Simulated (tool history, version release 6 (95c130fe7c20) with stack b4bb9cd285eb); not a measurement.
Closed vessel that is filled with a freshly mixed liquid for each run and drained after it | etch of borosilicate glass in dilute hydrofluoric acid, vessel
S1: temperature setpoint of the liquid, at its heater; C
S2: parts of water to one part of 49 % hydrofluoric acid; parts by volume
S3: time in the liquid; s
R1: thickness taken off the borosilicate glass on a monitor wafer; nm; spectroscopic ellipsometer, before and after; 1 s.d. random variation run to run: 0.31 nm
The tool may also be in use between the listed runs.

run  hour    S1  S2   S3      R1
  1   0.0  24.0  60   95  41.598
  2   1.5  24.0  60   95  42.064
  3   7.6  22.5  60   95  39.471
  4  13.3  21.5  60   95  37.486
  5  15.5  21.5  50   95  45.619
  6  16.7  21.5  50  100  48.873

Run 7 has not been measured yet. What should we expect?
  7  21.7  20.0  55  100   ?

{"run 7": {"R1": 41.316}}
